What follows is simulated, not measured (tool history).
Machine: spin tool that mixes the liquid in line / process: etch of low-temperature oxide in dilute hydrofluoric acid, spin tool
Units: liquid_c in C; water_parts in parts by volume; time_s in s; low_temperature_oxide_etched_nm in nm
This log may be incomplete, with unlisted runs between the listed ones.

run,hour,liquid_c,water_parts,time_s,low_temperature_oxide_etched_nm
1,0,21,245,195,15.84
2,8.9,22,245,195,16.563
3,16.5,22.5,245,195,16.79
4,17.1,22.5,185,195,23.642
5,22.6,22.5,135,195,34.137
6,28.4,22,140,195,31.954
7,36.3,21.5,145,195,30.278
8,42.5,17.5,200,195,17.894
9,48.6,18,200,195,18.183
10,51.8,18.5,200,195,18.499
11,60.6,19.5,200,195,19.326

Forecast run 12:
12,62.5,20,200,195,?

Run 12 came out at low_temperature_oxide_etched_nm 19.636 nm.
